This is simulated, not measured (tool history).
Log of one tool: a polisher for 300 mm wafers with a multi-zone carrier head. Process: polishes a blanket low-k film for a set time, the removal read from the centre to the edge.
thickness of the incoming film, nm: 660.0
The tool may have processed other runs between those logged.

run,day,flow of slurry (ml/min),pressure of the head's centre zone,pressure of the head's middle zone,pressure of the head's edge zone,abrasive content of the slurry,polishing time (s),film removed at the wafer's centre (angstrom),film removed at mid-radius (angstrom),film removed at the wafer's edge (angstrom)
1,0,185,1,1,1,1,75,264.52,261.06,267.22
2,0.067,185,1,1,1,1,85,300.75,305.26,305.79
3,0.412,180,0.98,0.99,0.98,0.9,84,276.26,286.08,289.61
4,0.662,180,0.97,0.99,0.97,0.85,82,260.68,271.34,274.6
5,0.779,180,0.97,0.99,0.97,0.65,82,237.62,248.9,250.6
6,1.046,180,0.97,0.99,0.92,0.65,82,239.61,248.18,241.51
7,1.183,175,0.95,0.98,0.91,0.65,82,236.23,249.4,242.18
8,1.404,170,0.94,0.97,0.9,0.65,81,226.09,230.77,236.63
9,1.517,165,0.93,0.98,0.89,0.65,81,222.87,238.76,241.36
10,1.688,170,0.92,0.98,0.88,0.65,80,221.63,234.51,239.64

For run 11, what comes out?
11,1.767,165,0.92,0.99,0.87,0.65,79,?,?,?

{"run 11": {"film removed at the wafer's centre (angstrom)": 213.8, "film removed at mid-radius (angstrom)": 231.29, "film removed at the wafer's edge (angstrom)": 227.75}}

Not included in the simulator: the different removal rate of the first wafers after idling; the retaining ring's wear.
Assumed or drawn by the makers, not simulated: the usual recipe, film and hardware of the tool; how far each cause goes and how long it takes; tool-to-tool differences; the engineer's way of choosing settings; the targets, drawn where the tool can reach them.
